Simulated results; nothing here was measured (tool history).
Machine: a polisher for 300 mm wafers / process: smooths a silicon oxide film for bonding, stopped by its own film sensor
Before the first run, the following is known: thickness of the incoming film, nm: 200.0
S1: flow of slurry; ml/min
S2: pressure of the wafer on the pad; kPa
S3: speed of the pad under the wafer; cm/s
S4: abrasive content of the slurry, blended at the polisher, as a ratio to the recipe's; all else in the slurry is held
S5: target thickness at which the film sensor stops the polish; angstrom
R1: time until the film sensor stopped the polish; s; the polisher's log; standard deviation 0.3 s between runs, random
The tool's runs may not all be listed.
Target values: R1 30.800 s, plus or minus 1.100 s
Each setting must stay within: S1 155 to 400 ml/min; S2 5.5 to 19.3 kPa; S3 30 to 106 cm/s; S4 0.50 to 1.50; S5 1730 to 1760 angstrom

{"run": 1, "hour": 0.0, "S1": 255, "S2": 12.4, "S3": 68, "S4": 1.0, "S5": 1730, "R1": 55.677}
{"run": 2, "hour": 7.9, "S1": 255, "S2": 13.8, "S3": 68, "S4": 1.0, "S5": 1730, "R1": 50.791}
{"run": 3, "hour": 11.1, "S1": 255, "S2": 15.2, "S3": 70, "S4": 1.0, "S5": 1730, "R1": 45.627}
{"run": 4, "hour": 12.1, "S1": 255, "S2": 15.9, "S3": 72, "S4": 1.0, "S5": 1730, "R1": 43.848}
{"run": 5, "hour": 14.2, "S1": 255, "S2": 15.9, "S3": 72, "S4": 1.15, "S5": 1730, "R1": 39.465}
{"run": 6, "hour": 16.0, "S1": 255, "S2": 16.5, "S3": 72, "S4": 1.15, "S5": 1730, "R1": 38.217}
{"run": 7, "hour": 18.9, "S1": 255, "S2": 17.2, "S3": 72, "S4": 1.15, "S5": 1730, "R1": 36.553}
{"run": 8, "hour": 25.5, "S1": 255, "S2": 17.9, "S3": 72, "S4": 1.15, "S5": 1730, "R1": 35.344}
{"run": 9, "hour": 27.2, "S1": 255, "S2": 17.9, "S3": 74, "S4": 1.15, "S5": 1730, "R1": 34.97}
{"run": 10, "hour": 30.4, "S1": 255, "S2": 17.9, "S3": 76, "S4": 1.15, "S5": 1730, "R1": 34.462}
{"run": 11, "hour": 35.5, "S1": 255, "S2": 18.6, "S3": 78, "S4": 1.15, "S5": 1730, "R1": 32.479}

Below are 5 possible settings for the next run. Only one of them brings all results inside the allowed miss of their targets. Which is it?
{"run": "A", "hour": 40.6, "S1": 260, "S2": 19.3, "S3": 60, "S4": 1.2, "S5": 1750, "R1": "?"}
{"run": "B", "hour": 40.6, "S1": 300, "S2": 15.9, "S3": 72, "S4": 1.25, "S5": 1740, "R1": "?"}
{"run": "C", "hour": 40.6, "S1": 325, "S2": 17.2, "S3": 62, "S4": 1.25, "S5": 1750, "R1": "?"}
{"run": "D", "hour": 40.6, "S1": 270, "S2": 17.2, "S3": 72, "S4": 1.15, "S5": 1750, "R1": "?"}
{"run": "E", "hour": 40.6, "S1": 245, "S2": 17.9, "S3": 84, "S4": 1.1, "S5": 1750, "R1": "?"}

move=A R1=33.236
move=B R1=36.632
move=C R1=35.089
move=D R1=34.144
move=E R1=31.007
A: lands further from the targets than the last run did
B: lands further from the targets than the last run did
C: lands further from the targets than the last run did
D: lands further from the targets than the last run did
E: in spec on every target
E meets every target.

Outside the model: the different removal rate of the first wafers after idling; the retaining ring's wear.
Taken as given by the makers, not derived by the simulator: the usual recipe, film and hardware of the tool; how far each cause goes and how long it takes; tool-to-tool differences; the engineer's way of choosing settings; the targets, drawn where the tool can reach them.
